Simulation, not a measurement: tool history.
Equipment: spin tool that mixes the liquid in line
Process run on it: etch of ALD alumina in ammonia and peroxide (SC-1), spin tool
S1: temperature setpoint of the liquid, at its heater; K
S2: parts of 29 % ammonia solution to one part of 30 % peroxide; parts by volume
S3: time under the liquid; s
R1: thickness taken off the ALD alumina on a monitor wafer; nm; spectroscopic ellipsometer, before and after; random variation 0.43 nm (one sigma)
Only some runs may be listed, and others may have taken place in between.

Run 1, day 0: S1 331.15 K, S2 0.65 parts by volume, S3 295 s. Result: R1 33.977 nm.
Run 2, day 0.058: S1 331.15 K, S2 0.65 parts by volume, S3 315 s. Result: R1 35.097 nm.
Run 3, day 0.383: S1 332.65 K, S2 0.65 parts by volume, S3 315 s. Result: R1 38.633 nm.
Run 4, day 0.492: S1 334.15 K, S2 0.65 parts by volume, S3 315 s. Result: R1 42.033 nm.
Run 5, day 0.838: S1 341.15 K, S2 0.65 parts by volume, S3 315 s. Result: R1 58.558 nm.
Run 6, day 0.979: S1 341.15 K, S2 0.5 parts by volume, S3 315 s. Result: R1 57.243 nm.
Run 7, day 1.317: S1 340.15 K, S2 0.5 parts by volume, S3 315 s. Result: R1 54.403 nm.

What does the tool deliver on the next run?
Run 8, day 1.438: S1 339.65 K, S2 0.5 parts by volume, S3 315 s. Result: R1 ?.

R1: 52.495 nm

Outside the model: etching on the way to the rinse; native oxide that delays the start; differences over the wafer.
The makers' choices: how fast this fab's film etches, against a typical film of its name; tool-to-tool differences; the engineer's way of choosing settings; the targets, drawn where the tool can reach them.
